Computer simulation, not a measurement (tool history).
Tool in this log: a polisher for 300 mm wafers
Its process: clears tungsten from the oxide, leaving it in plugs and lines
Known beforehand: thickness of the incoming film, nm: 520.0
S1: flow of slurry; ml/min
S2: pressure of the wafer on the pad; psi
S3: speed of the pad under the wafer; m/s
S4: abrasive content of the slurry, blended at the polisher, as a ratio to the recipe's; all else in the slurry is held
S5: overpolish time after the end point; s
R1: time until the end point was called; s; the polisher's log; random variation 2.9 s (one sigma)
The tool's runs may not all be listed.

run  hour   S1   S2    S3   S4  S5      R1
  1   0.0  235  3.9  1.14  1.0   8  105.95
  2   2.3  235  3.9  0.90  1.0   8  124.30
  3  10.1  285  3.9  0.90  1.0   8  118.97
  4  10.8  280  3.7  0.90  1.0   8  126.35
  5  14.6  280  3.7  0.90  1.0   8  125.39
  6  21.2  305  3.7  0.90  1.0   8  125.56
  7  23.7  305  3.5  0.90  1.0   8  132.09
  8  32.2  305  3.3  0.90  1.0   8  136.24

Expected results for the next run?
  9  35.5  305  3.3  0.90  1.0   8   ?

R1: 139.31 s
